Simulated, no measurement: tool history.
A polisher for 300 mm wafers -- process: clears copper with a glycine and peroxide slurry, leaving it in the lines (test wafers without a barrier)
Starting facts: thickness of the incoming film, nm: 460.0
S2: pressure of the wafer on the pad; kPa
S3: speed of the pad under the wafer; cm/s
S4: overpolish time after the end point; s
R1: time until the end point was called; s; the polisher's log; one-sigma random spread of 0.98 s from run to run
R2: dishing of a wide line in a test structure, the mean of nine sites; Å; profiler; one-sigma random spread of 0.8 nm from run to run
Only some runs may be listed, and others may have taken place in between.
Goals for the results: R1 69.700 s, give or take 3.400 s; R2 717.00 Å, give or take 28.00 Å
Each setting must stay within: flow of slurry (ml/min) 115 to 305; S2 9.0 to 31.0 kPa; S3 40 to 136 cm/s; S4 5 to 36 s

{"run": 1, "hour": 0.0, "flow of slurry (ml/min)": 195, "S2": 20.0, "S3": 88, "S4": 18, "R1": 105.32, "R2": 505.49}
{"run": 2, "hour": 6.1, "flow of slurry (ml/min)": 195, "S2": 20.0, "S3": 88, "S4": 24, "R1": 104.55, "R2": 631.42}
{"run": 3, "hour": 12.4, "flow of slurry (ml/min)": 200, "S2": 22.8, "S3": 90, "S4": 22, "R1": 93.809, "R2": 643.09}
{"run": 4, "hour": 14.5, "flow of slurry (ml/min)": 200, "S2": 25.5, "S3": 92, "S4": 21, "R1": 82.419, "R2": 685.95}
{"run": 5, "hour": 20.2, "flow of slurry (ml/min)": 205, "S2": 26.9, "S3": 92, "S4": 20, "R1": 78.654, "R2": 687.93}
{"run": 6, "hour": 24.8, "flow of slurry (ml/min)": 205, "S2": 26.9, "S3": 74, "S4": 20, "R1": 92.472, "R2": 619.99}
{"run": 7, "hour": 32.8, "flow of slurry (ml/min)": 210, "S2": 28.3, "S3": 78, "S4": 19, "R1": 86.594, "R2": 624.01}
{"run": 8, "hour": 33.9, "flow of slurry (ml/min)": 210, "S2": 29.0, "S3": 82, "S4": 19, "R1": 82.616, "R2": 654.2}
{"run": 9, "hour": 40.8, "flow of slurry (ml/min)": 210, "S2": 29.6, "S3": 86, "S4": 19, "R1": 76.884, "R2": 674.39}
{"run": 10, "hour": 42.8, "flow of slurry (ml/min)": 210, "S2": 30.3, "S3": 88, "S4": 19, "R1": 72.081, "R2": 704.03}

Which of these 4 next moves meets every target?
{"run": "A", "hour": 44.8, "flow of slurry (ml/min)": 185, "S2": 29.0, "S3": 90, "S4": 22, "R1": "?", "R2": "?"}
{"run": "B", "hour": 44.8, "flow of slurry (ml/min)": 165, "S2": 29.0, "S3": 102, "S4": 19, "R1": "?", "R2": "?"}
{"run": "C", "hour": 44.8, "flow of slurry (ml/min)": 195, "S2": 29.0, "S3": 86, "S4": 22, "R1": "?", "R2": "?"}
{"run": "D", "hour": 44.8, "flow of slurry (ml/min)": 275, "S2": 26.9, "S3": 88, "S4": 22, "R1": "?", "R2": "?"}

move=A R1=75.739 R2=762.90
move=B R1=69.194 R2=732.02
move=C R1=78.143 R2=749.02
move=D R1=78.955 R2=742.16
A: misses by more than the last run did
B: in spec on every target
C: misses by more than the last run did
D: misses by more than the last run did
B is the move that brings every result within its allowed miss.

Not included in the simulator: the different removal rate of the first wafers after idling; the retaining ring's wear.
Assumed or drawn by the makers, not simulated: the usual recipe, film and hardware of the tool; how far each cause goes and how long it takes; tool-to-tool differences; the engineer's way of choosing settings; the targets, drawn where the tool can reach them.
